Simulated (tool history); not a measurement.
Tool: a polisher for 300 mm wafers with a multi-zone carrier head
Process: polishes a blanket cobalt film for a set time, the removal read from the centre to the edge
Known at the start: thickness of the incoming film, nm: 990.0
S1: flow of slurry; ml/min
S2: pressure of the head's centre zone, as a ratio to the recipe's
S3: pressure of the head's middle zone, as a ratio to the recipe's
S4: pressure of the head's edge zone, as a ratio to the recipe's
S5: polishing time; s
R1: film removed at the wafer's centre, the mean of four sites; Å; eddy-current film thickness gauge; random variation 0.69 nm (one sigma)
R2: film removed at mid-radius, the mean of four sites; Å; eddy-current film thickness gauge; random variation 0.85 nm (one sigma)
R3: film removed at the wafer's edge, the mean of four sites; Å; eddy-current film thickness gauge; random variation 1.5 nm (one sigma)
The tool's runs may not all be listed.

| run | day | S1 | S2 | S3 | S4 | S5 | R1 | R2 | R3 |
|---|---|---|---|---|---|---|---|---|---|
| 1 | 0 | 235 | 1 | 1 | 1 | 32 | 1564 | 1576.5 | 1611.1 |
| 2 | 0.05 | 275 | 1 | 1 | 1 | 32 | 1606.5 | 1608.3 | 1614.2 |
| 3 | 0.125 | 275 | 1 | 1 | 1.06 | 32 | 1625.2 | 1615.7 | 1663.6 |
| 4 | 0.3 | 305 | 1 | 1 | 1.06 | 32 | 1603.4 | 1619.3 | 1706.2 |
| 5 | 0.362 | 305 | 1 | 1.05 | 1.06 | 32 | 1634.9 | 1737.5 | 1707.2 |
| 6 | 0.433 | 305 | 1 | 1.05 | 1.09 | 32 | 1639.8 | 1680.9 | 1745.7 |

The next listed run, before its measurement:
| 7 | 0.625 | 305 | 1 | 1.05 | 1.09 | 32 | ? | ? | ? |

Run 7 gave R1 1632.5 Å, R2 1706.5 Å, R3 1740.3 Å.

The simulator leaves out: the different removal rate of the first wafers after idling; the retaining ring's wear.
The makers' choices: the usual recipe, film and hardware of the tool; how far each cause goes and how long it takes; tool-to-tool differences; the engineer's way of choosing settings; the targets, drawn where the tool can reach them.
